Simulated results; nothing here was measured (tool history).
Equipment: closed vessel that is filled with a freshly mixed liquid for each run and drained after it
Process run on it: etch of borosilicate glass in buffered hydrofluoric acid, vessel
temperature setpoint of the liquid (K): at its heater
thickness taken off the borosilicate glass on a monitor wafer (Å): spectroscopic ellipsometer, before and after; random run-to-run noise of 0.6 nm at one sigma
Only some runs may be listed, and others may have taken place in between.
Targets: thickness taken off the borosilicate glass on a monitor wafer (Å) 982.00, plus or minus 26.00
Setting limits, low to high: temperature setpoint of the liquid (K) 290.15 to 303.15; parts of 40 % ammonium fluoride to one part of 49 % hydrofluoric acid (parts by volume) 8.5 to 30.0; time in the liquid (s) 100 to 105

run,hour,temperature setpoint of the liquid (K),parts of 40 % ammonium fluoride to one part of 49 % hydrofluoric acid (parts by volume),time in the liquid (s),thickness taken off the borosilicate glass on a monitor wafer (Å)
1,0.0,295.15,23.5,100,530.56
2,1.8,296.65,22.5,100,595.62
3,9.0,296.65,22.5,105,621.14
4,9.9,295.15,22.5,105,569.19
5,16.6,295.15,22.5,105,575.02
6,20.4,295.15,19.5,105,631.61
7,21.8,296.65,19.5,105,679.89
8,25.0,297.65,19.5,105,732.69
9,29.7,301.65,19.0,105,921.05
10,33.4,302.15,19.0,105,938.88

Exercise: of the 5 proposed moves below, exactly one satisfies all targets within the stated allowed misses. Which move is it?
A,37.1,300.65,17.0,105,?
B,37.1,301.65,17.0,105,?
C,37.1,299.15,14.5,105,?
D,37.1,303.15,18.5,105,?
E,37.1,297.15,13.5,105,?

move,thickness taken off the borosilicate glass on a monitor wafer (Å)
A,973.91
B,1026.40
C,1052.90
D,1021.00
E,1015.70
A: all results in spec
B: takes the result that was furthest off past its target
C: takes the result that was furthest off past its target
D: takes the result that was furthest off past its target
E: takes the result that was furthest off past its target
Answer: A
